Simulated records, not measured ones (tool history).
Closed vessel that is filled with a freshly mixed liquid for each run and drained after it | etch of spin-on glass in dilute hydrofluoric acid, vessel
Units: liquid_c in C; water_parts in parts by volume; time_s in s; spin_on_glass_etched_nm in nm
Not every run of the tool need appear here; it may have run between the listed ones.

| run | day | liquid_c | water_parts | time_s | spin_on_glass_etched_nm |
|---|---|---|---|---|---|
| 1 | 0.000 | 22.0 | 255 | 30 | 5.4203 |
| 2 | 0.254 | 22.0 | 255 | 30 | 5.4222 |
| 3 | 0.442 | 24.0 | 220 | 30 | 6.9741 |
| 4 | 0.712 | 25.5 | 195 | 30 | 8.6631 |
| 5 | 0.967 | 27.0 | 185 | 30 | 9.5725 |
| 6 | 1.138 | 27.0 | 185 | 30 | 9.7187 |
| 7 | 1.225 | 28.0 | 175 | 30 | 10.8180 |
| 8 | 1.258 | 28.5 | 170 | 30 | 11.3500 |
| 9 | 1.596 | 29.0 | 165 | 30 | 11.7710 |
| 10 | 1.883 | 29.5 | 165 | 30 | 12.1360 |

Run 11 has not been measured yet. What should we expect?
|  | 2.112 | thermometer replaced |
| 11 | 2.112 | 30.0 | 160 | 30 | ? |

Run 11 yielded spin_on_glass_etched_nm 13.5650 nm.
